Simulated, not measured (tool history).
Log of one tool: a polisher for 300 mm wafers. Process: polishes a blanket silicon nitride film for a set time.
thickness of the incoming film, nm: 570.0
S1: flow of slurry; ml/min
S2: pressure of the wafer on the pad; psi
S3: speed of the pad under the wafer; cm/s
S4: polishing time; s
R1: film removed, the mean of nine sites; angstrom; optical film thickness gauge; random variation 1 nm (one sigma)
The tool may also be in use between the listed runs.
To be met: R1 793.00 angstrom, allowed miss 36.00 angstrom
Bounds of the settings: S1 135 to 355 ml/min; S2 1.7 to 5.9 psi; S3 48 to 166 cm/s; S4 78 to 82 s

| run | hour | S1 | S2 | S3 | S4 | R1 |
|---|---|---|---|---|---|---|
| 1 | 0.0 | 225 | 3.8 | 106 | 78 | 1228.90 |
| 2 | 1.7 | 225 | 3.4 | 106 | 78 | 1114.10 |
| 3 | 3.8 | 225 | 3.2 | 106 | 78 | 1067.80 |
| 4 | 10.5 | 225 | 3.8 | 106 | 78 | 1252.70 |
| 5 | 17.8 | 225 | 3.5 | 106 | 78 | 1165.60 |
| 6 | 21.9 | 225 | 3.2 | 106 | 78 | 1062.90 |
| 7 | 28.2 | 225 | 3.0 | 106 | 78 | 996.98 |
| 8 | 30.9 | 225 | 2.9 | 106 | 78 | 955.65 |
| 9 | 37.7 | 225 | 2.8 | 106 | 78 | 946.90 |
| 10 | 41.1 | 225 | 2.7 | 106 | 78 | 877.77 |
| 11 | 48.6 | 225 | 2.6 | 106 | 78 | 855.50 |
| 12 | 54.3 | 225 | 2.5 | 106 | 78 | 840.83 |

Which of these 5 next moves meets every target?
| A | 60.0 | 210 | 2.4 | 108 | 82 | ? |
| B | 60.0 | 255 | 2.6 | 108 | 79 | ? |
| C | 60.0 | 245 | 2.4 | 118 | 81 | ? |
| D | 60.0 | 200 | 2.2 | 110 | 82 | ? |
| E | 60.0 | 215 | 3.2 | 86 | 80 | ? |

| move | R1 |
|---|---|
| A | 863.22 |
| B | 913.99 |
| C | 928.60 |
| D | 802.50 |
| E | 927.02 |
A: further off than the last run
B: further off than the last run
C: further off than the last run
D: meets every target
E: further off than the last run
Move D is the one to make.

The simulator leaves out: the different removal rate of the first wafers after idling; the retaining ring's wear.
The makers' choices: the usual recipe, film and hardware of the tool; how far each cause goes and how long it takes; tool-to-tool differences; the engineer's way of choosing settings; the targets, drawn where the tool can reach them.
